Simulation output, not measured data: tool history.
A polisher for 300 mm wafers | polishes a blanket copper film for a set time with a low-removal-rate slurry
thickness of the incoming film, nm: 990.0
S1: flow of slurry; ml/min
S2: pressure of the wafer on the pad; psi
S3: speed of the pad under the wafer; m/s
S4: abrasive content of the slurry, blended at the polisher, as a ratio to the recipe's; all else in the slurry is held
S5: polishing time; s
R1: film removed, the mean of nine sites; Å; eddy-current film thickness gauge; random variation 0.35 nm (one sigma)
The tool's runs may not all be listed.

Run 1, hour 0: S1 270 ml/min, S2 2.8 psi, S3 0.94 m/s, S4 1, S5 18 s. Result: R1 440.58 Å.
Run 2, hour 5.2: S1 270 ml/min, S2 2.8 psi, S3 1.04 m/s, S4 1, S5 18 s. Result: R1 477.99 Å.
Run 3, hour 11.1: S1 270 ml/min, S2 2.8 psi, S3 1.04 m/s, S4 1, S5 16 s. Result: R1 422.9 Å.
Run 4, hour 13: S1 220 ml/min, S2 2.8 psi, S3 1.04 m/s, S4 1, S5 16 s. Result: R1 416.66 Å.
Run 5, hour 14.7: S1 250 ml/min, S2 2.9 psi, S3 1.04 m/s, S4 1, S5 16 s. Result: R1 437.46 Å.
Run 6, hour 18.8: S1 250 ml/min, S2 2.9 psi, S3 0.88 m/s, S4 1, S5 16 s. Result: R1 375.49 Å.
Run 7, hour 19.6: S1 275 ml/min, S2 3.1 psi, S3 0.88 m/s, S4 1, S5 16 s. Result: R1 399.05 Å.
Run 8, hour 21.8: S1 285 ml/min, S2 3.3 psi, S3 0.88 m/s, S4 1, S5 16 s. Result: R1 423.52 Å.
Run 9, hour 30.3: S1 285 ml/min, S2 3.3 psi, S3 0.88 m/s, S4 1, S5 16 s. Result: R1 419.25 Å.
Run 10, hour 34.4: S1 295 ml/min, S2 3.5 psi, S3 0.88 m/s, S4 1, S5 16 s. Result: R1 443.65 Å.
Run 11, hour 40.1: S1 300 ml/min, S2 3.6 psi, S3 0.88 m/s, S4 1, S5 16 s. Result: R1 461.84 Å.
Run 12, hour 46.7: S1 310 ml/min, S2 3.7 psi, S3 0.88 m/s, S4 1, S5 16 s. Result: R1 468.93 Å.

Forecast run 13:
Run 13, hour 51.2: S1 310 ml/min, S2 3.8 psi, S3 0.88 m/s, S4 1, S5 16 s. Result: R1 ?.

Run 13 gave R1 478.75 Å.
